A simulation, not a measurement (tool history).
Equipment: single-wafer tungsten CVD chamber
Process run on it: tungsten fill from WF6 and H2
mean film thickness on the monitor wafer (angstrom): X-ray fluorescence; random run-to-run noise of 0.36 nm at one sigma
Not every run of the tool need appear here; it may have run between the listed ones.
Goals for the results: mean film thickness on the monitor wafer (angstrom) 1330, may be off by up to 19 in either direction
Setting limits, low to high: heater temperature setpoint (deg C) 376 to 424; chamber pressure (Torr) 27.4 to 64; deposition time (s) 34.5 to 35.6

run,hour,heater temperature setpoint (deg C),chamber pressure (Torr),deposition time (s),mean film thickness on the monitor wafer (angstrom)
1,0,400,45.7,34.5,1173.9
2,0.7,400,37.6,34.5,1029.1
3,4.7,391,37.6,34.5,875.81
4,5.9,383,37.6,34.5,749.65
5,7.5,379,37.6,34.5,693.25
6,8.8,385,37.7,34.5,781.36
7,12.8,385,37.7,34.5,776.75
8,20.1,390,37.8,34.5,862.51
9,24.1,394,37.9,34.5,928.14
10,28.1,397,38,34.5,986.87
11,33.4,400,38,34.5,1041.8
12,40.9,402,38,34.5,1078.4
13,48.2,404,38,34.5,1115.3

Exactly one of the 4 candidate moves below puts every result within its allowed miss. Which one?
A,55.5,404,46.7,34.7,?
B,55.5,409,42.8,35.6,?
C,55.5,410,38.3,35.6,?
D,55.5,408,42.3,35.6,?

move,mean film thickness on the monitor wafer (angstrom)
A,1287.2
B,1362
C,1286.2
D,1328.7
A: closes in on the targets versus the last run, not all within tolerance yet
B: carries the result that was furthest off beyond its target, to the other side
C: closes in on the targets versus the last run, not all within tolerance yet
D: all results land within tolerance of their targets
So the answer is move D, the one that meets all the targets.
